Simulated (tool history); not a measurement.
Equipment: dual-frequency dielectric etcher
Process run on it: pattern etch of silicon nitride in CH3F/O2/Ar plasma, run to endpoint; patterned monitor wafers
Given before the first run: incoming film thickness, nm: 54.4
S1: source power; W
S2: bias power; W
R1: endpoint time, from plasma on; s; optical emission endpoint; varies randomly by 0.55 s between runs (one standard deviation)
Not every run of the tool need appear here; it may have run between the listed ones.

run,day,S1,S2,R1
1,0,310,89,76.284
2,0.033,320,90,75.323
3,0.321,270,90,78.895
4,0.375,280,92,78.449
5,0.442,290,94,75.955
6,0.796,300,95,74.548

Run 7, settings as shown, results not yet in. Your forecast:
# day 0.925: source power generator calibrated
7,0.925,310,96,?

Run 7 measured R1 74.578 s.
